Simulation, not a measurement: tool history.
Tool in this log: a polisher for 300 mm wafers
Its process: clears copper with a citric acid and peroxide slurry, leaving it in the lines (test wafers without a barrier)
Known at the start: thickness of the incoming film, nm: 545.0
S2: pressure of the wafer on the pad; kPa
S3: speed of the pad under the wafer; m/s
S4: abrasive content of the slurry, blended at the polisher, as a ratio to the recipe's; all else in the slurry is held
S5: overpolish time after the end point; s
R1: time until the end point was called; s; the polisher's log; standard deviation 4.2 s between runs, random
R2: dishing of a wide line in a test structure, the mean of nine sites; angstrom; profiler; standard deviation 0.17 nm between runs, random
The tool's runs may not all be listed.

run 1 hour=0.0 | flow_of_slurry_(ml/min)=135 S2=27.6 S3=1.38 S4=1.00 S5=12 | R1=122.12 R2=447.89
run 2 hour=5.8 | flow_of_slurry_(ml/min)=135 S2=27.6 S3=1.38 S4=1.00 S5=15 | R1=120.77 R2=556.57
run 3 hour=12.3 | flow_of_slurry_(ml/min)=135 S2=27.6 S3=1.24 S4=1.00 S5=15 | R1=131.78 R2=503.99
run 4 hour=16.9 | flow_of_slurry_(ml/min)=135 S2=27.6 S3=1.24 S4=1.20 S5=15 | R1=123.90 R2=503.67
run 5 hour=19.2 | flow_of_slurry_(ml/min)=140 S2=24.8 S3=1.08 S4=1.25 S5=12 | R1=155.05 R2=357.70
run 6 hour=23.8 | flow_of_slurry_(ml/min)=125 S2=24.8 S3=1.08 S4=1.25 S5=12 | R1=158.46 R2=343.54
run 7 hour=25.9 | flow_of_slurry_(ml/min)=115 S2=23.4 S3=0.96 S4=1.30 S5=10 | R1=180.46 R2=264.64
run 8 hour=29.7 | flow_of_slurry_(ml/min)=105 S2=22.1 S3=0.88 S4=1.35 S5=9 | R1=208.76 R2=204.98
run 9 hour=31.8 | flow_of_slurry_(ml/min)=100 S2=20.0 S3=0.94 S4=1.40 S5=8 | R1=216.68 R2=182.41
run 10 hour=38.9 | flow_of_slurry_(ml/min)=95 S2=17.9 S3=1.00 S4=1.40 S5=7 | R1=213.57 R2=152.83
run 11 hour=40.0 | flow_of_slurry_(ml/min)=90 S2=16.5 S3=1.06 S4=1.30 S5=6 | R1=227.54 R2=129.04

Expected results for the next run?
run 12 hour=41.5 | flow_of_slurry_(ml/min)=90 S2=15.9 S3=1.16 S4=1.20 S5=6 | R1=? R2=?

Run 12 yielded R1 214.30 s, R2 132.62 angstrom.
